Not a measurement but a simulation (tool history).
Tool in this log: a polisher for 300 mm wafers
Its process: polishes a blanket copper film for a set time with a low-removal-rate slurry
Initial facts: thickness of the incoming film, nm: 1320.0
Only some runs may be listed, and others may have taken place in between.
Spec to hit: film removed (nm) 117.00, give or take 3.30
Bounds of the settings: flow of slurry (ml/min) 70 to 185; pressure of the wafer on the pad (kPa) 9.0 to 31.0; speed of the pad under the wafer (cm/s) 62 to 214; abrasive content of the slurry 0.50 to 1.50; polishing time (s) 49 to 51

run	hour	flow of slurry (ml/min)	pressure of the wafer on the pad (kPa)	speed of the pad under the wafer (cm/s)	abrasive content of the slurry	polishing time (s)	film removed (nm)
1	0.0	120	20.0	138	1.00	49	208.46
2	7.2	120	20.0	138	1.00	51	218.26
3	10.0	115	16.5	138	1.00	51	180.41
4	17.7	110	14.5	138	1.00	51	157.50
5	19.6	100	13.1	138	1.00	51	138.57
6	23.3	100	13.1	138	1.00	49	135.00
7	23.9	95	12.4	138	1.00	49	124.73
8	29.3	90	12.4	138	1.00	49	122.69
9	36.1	85	12.4	138	1.00	49	121.47

Below are 4 possible settings for the next run. Only one of them brings all results inside the allowed miss of their targets. Which is it?
A	42.9	70	12.4	142	1.15	51	?
B	42.9	95	11.0	142	1.10	51	?
C	42.9	90	10.3	144	0.95	50	?
D	42.9	70	11.7	150	1.05	49	?

move	film removed (nm)
A	125.39
B	123.49
C	109.95
D	117.49
A: moves away from the targets compared with the last run
B: moves away from the targets compared with the last run
C: moves the result that the last run missed by most past its target, out the other side
D: meets every target
Move D is the one to make.
